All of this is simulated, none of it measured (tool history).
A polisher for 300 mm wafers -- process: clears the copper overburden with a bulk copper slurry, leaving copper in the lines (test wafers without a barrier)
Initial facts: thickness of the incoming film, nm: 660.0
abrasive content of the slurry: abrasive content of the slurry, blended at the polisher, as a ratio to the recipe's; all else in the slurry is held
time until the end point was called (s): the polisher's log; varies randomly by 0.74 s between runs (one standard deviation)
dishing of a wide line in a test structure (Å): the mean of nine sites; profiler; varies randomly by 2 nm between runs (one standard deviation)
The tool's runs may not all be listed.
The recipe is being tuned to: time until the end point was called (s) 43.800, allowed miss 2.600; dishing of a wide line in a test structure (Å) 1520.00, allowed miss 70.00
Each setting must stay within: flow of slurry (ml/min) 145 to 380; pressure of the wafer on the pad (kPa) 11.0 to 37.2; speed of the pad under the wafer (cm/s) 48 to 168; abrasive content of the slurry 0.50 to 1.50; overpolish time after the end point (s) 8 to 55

run,hour,flow of slurry (ml/min),pressure of the wafer on the pad (kPa),speed of the pad under the wafer (cm/s),abrasive content of the slurry,overpolish time after the end point (s),time until the end point was called (s),dishing of a wide line in a test structure (Å)
1,0.0,245,24.1,108,1.00,28,62.877,1165.20
2,3.1,245,24.1,108,1.00,16,63.103,844.31
3,10.2,245,24.1,108,1.00,26,62.172,1131.70
4,19.0,245,24.1,108,1.15,26,59.121,1145.90
5,23.6,245,24.1,108,1.00,26,63.438,1111.80
6,24.4,245,24.1,108,1.00,19,63.391,967.73
7,27.6,245,24.1,108,1.00,19,63.865,929.38
8,33.9,245,26.9,108,1.00,22,56.664,1113.60
9,36.1,245,29.0,108,1.00,23,52.498,1185.50
10,37.9,245,30.3,108,1.00,24,49.517,1237.70

Which of these 5 next moves meets every target?
A,39.7,275,31.7,120,0.95,35,?,?
B,39.7,270,30.3,106,1.05,20,?,?
C,39.7,265,31.0,102,0.75,25,?,?
D,39.7,260,26.9,122,0.85,17,?,?
E,39.7,320,37.2,106,0.95,22,?,?

move,time until the end point was called (s),dishing of a wide line in a test structure (Å)
A,43.459,1494.90
B,49.788,1142.90
C,56.203,1205.30
D,52.294,1003.70
E,41.297,1338.80
A: hits every target within its allowed miss
B: lands further from the targets than the last run did
C: lands further from the targets than the last run did
D: lands further from the targets than the last run did
E: closer than the last run, but not yet in spec
Correct choice: A, which meets every target

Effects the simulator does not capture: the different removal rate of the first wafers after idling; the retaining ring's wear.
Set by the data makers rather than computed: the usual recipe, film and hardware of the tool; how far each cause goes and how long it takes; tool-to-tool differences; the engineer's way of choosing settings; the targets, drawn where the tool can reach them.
